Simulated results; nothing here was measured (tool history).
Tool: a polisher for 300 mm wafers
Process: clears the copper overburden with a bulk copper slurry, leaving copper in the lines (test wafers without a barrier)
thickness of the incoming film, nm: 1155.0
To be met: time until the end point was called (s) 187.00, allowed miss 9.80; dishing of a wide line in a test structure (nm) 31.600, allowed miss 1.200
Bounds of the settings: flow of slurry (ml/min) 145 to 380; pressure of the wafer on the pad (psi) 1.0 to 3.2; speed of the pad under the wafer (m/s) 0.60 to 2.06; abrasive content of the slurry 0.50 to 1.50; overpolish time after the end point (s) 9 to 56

run	hour	flow of slurry (ml/min)	pressure of the wafer on the pad (psi)	speed of the pad under the wafer (m/s)	abrasive content of the slurry	overpolish time after the end point (s)	time until the end point was called (s)	dishing of a wide line in a test structure (nm)
1	0.0	245	2.1	1.32	1.00	29	155.23	34.043
2	1.7	245	2.1	1.32	0.95	29	161.16	33.733
3	6.6	245	2.0	1.36	0.90	26	162.18	32.692
4	8.5	245	2.0	1.36	0.90	19	160.66	32.319
5	13.5	245	1.9	1.36	0.90	19	165.90	32.952
6	18.8	245	2.4	1.36	0.90	19	141.91	33.665
7	25.2	245	1.8	1.44	0.90	9	168.67	26.618
8	28.7	245	1.8	1.40	0.85	10	168.97	27.842
9	30.2	245	1.8	1.36	0.85	12	177.72	29.425
10	31.2	245	1.8	1.34	0.85	13	174.15	29.576
11	35.5	245	1.8	1.32	0.85	14	176.69	30.382
12	37.4	245	1.8	1.30	0.85	14	184.96	30.411

Which of these 4 next moves meets every target?
A	39.3	160	1.9	1.42	0.65	13	?	?
B	39.3	215	1.8	1.20	0.90	13	?	?
C	39.3	255	2.2	1.06	0.85	16	?	?
D	39.3	290	1.7	1.28	1.20	12	?	?

move	time until the end point was called (s)	dishing of a wide line in a test structure (nm)
A	183.86	29.712
B	195.66	29.037
C	184.23	31.672
D	176.02	29.137
A: further off than the last run
B: further off than the last run
C: meets every target
D: further off than the last run
Move C is the one to make.
